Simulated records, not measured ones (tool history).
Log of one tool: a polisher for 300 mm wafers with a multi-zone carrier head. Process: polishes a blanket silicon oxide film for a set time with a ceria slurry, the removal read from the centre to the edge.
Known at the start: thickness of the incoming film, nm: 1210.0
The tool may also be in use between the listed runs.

run  hour  flow of slurry (ml/min)  pressure of the head's centre zone  pressure of the head's middle zone  pressure of the head's edge zone  polishing time (s)  film removed at the wafer's centre (nm)  film removed at mid-radius (nm)  film removed at the wafer's edge (nm)
  1     0                      205                                   1                                   1                                 1                  41                                   226.46                           232.36                                 218.68
  2   2.6                      230                                   1                                   1                                 1                  41                                   234.56                           236.39                                 225.36
  3   4.3                      225                                   1                                   1                              0.98                  39                                   220.57                           220.23                                 209.21
  4  11.2                      225                                0.93                                   1                              0.98                  39                                   205.23                           220.34                                 210.75
  5  15.8                      225                                   1                                   1                              0.98                  39                                   223.18                           223.91                                 212.11
  6    19                      220                                   1                                   1                              0.96                  38                                   212.85                           214.72                                 199.07
  7  20.1                      215                                   1                                0.99                              0.94                  37                                   205.18                            208.2                                 194.07
  8  22.1                      210                                1.01                                0.99                              0.93                  36                                    201.6                           198.37                                    186
  9  22.9                      205                                1.01                                0.99                              0.92                  35                                   192.49                           196.87                                 180.06
 10    30                      200                                1.02                                0.98                              0.91                  34                                   191.14                           181.56                                  171.7
 11  36.3                      195                                1.02                                0.98                               0.9                  34                                   194.34                           188.15                                 174.28
 12    38                      195                                1.02                                0.98                              0.89                  33                                   186.04                           181.17                                 169.87

Forecast run 13:
 13  42.7                      195                                1.02                                0.98                              0.88                  32                                        ?                                ?                                      ?

{"run 13": {"film removed at the wafer's centre (nm)": 178.02, "film removed at mid-radius (nm)": 175.77, "film removed at the wafer's edge (nm)": 157.44}}
